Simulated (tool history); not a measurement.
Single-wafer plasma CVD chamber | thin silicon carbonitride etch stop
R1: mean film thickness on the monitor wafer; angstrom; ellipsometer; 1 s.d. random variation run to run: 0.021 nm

run 1 hour=0.0 | RF_power_(W)=155 deposition_time_(s)=8.63 | R1=45.698
run 2 hour=1.4 | RF_power_(W)=175 deposition_time_(s)=8.63 | R1=47.070
run 3 hour=8.2 | RF_power_(W)=160 deposition_time_(s)=8.63 | R1=45.957
run 4 hour=9.0 | RF_power_(W)=170 deposition_time_(s)=8.63 | R1=46.855
run 5 hour=10.9 | RF_power_(W)=160 deposition_time_(s)=8.12 | R1=43.530
run 6 hour=15.6 | RF_power_(W)=155 deposition_time_(s)=7.72 | R1=40.604

Run 7 has not been measured yet. What should we expect?
run 7 hour=22.0 | RF_power_(W)=155 deposition_time_(s)=7.72 | R1=?

Run 7 came out at R1 41.178 angstrom.
